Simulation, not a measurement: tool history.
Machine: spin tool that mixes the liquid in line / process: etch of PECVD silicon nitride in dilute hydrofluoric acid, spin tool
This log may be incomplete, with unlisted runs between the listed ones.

run	hour	temperature setpoint of the liquid (K)	parts of water to one part of 49 % hydrofluoric acid (parts by volume)	time under the liquid (s)	thickness taken off the PECVD silicon nitride on a monitor wafer (nm)
1	0.0	294.15	115	65	2.3532
2	8.6	293.15	125	65	1.9689
3	13.7	292.65	130	65	1.8398
4	17.9	292.15	135	65	1.7070
5	22.9	292.15	135	65	1.7161
6	28.8	290.65	135	65	1.5695
7	34.8	290.65	140	65	1.5011
8	43.7	290.65	145	65	1.4840

Expected results for the next run?
9	50.2	290.65	150	65	?

thickness taken off the PECVD silicon nitride on a monitor wafer (nm): 1.4285

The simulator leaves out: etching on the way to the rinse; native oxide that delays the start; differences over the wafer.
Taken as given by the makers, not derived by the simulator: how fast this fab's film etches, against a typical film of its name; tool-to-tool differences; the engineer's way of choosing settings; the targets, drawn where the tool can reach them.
